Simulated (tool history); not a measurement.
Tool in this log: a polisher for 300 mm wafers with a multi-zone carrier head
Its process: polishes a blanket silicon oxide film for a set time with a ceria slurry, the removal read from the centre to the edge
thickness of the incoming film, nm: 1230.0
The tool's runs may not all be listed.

run  hour  flow of slurry (ml/min)  pressure of the head's centre zone  pressure of the head's middle zone  pressure of the head's edge zone  polishing time (s)  film removed at the wafer's centre (Å)  film removed at mid-radius (Å)  film removed at the wafer's edge (Å)
  1     0                      210                                   1                                   1                                 1                  34                                  1181.8                          1189.6                                  1124
  2   2.4                      210                                   1                                   1                              1.07                  34                                  1188.2                          1172.9                                  1155
  3  10.4                      210                                   1                                1.04                              1.07                  34                                  1203.4                          1222.6                                1158.2
  4  13.1                      200                                0.96                                0.99                              1.07                  31                                  1023.4                          1082.6                                1074.3
  5    14                      195                                0.95                                0.96                              1.07                  28                                  923.43                           923.2                                969.38
  6  14.8                      195                                0.95                                0.96                              1.12                  28                                  906.77                           930.1                                965.09
  7  16.7                      190                                0.93                                0.94                              1.12                  26                                  819.44                          843.08                                908.59
  8    23                      190                                0.91                                0.93                              1.11                  24                                  745.24                          781.32                                 819.6

Run 9, settings as shown, results not yet in. Your forecast:
  9  30.1                      185                                0.89                                 0.9                              1.11                  24                                       ?                               ?                                     ?

Run 9 gave film removed at the wafer's centre (Å) 737.7, film removed at mid-radius (Å) 753.04, film removed at the wafer's edge (Å) 831.55.

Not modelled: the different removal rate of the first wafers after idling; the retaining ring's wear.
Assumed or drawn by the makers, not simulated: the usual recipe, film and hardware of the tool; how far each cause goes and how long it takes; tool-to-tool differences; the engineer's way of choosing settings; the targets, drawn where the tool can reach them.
